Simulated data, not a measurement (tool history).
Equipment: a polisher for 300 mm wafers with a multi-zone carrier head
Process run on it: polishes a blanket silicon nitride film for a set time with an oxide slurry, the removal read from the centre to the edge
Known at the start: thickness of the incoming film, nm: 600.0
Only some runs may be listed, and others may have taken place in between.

run  hour  flow of slurry (ml/min)  pressure of the head's centre zone  pressure of the head's middle zone  pressure of the head's edge zone  abrasive content of the slurry  polishing time (s)  film removed at the wafer's centre (angstrom)  film removed at mid-radius (angstrom)  film removed at the wafer's edge (angstrom)
  1   0.0                      160                                1.00                                1.00                              1.00                            1.00                  78                                         568.05                                 602.55                                       593.53
  2   3.7                      175                                1.00                                1.00                              1.00                            1.00                  78                                         579.43                                 612.19                                       593.80
  3   5.7                      175                                1.00                                1.00                              1.00                            1.10                  78                                         600.66                                 643.40                                       609.56
  4  13.0                      145                                1.00                                1.00                              1.00                            1.10                  78                                         584.22                                 631.85                                       617.14
  5  16.0                      130                                1.03                                0.98                              1.04                            1.20                  81                                         640.83                                 642.45                                       683.20
  6  23.5                      130                                1.03                                1.06                              1.04                            1.20                  81                                         633.36                                 686.22                                       662.04
  7  24.1                      130                                1.04                                1.05                              1.07                            1.30                  84                                         700.77                                 727.77                                       713.99

Expected results for the next run?
  8  27.9                      125                                1.04                                1.03                              1.09                            1.35                  87                                              ?                                      ?                                            ?

Run 8 measured film removed at the wafer's centre (angstrom) 720.76, film removed at mid-radius (angstrom) 757.87, film removed at the wafer's edge (angstrom) 786.00.
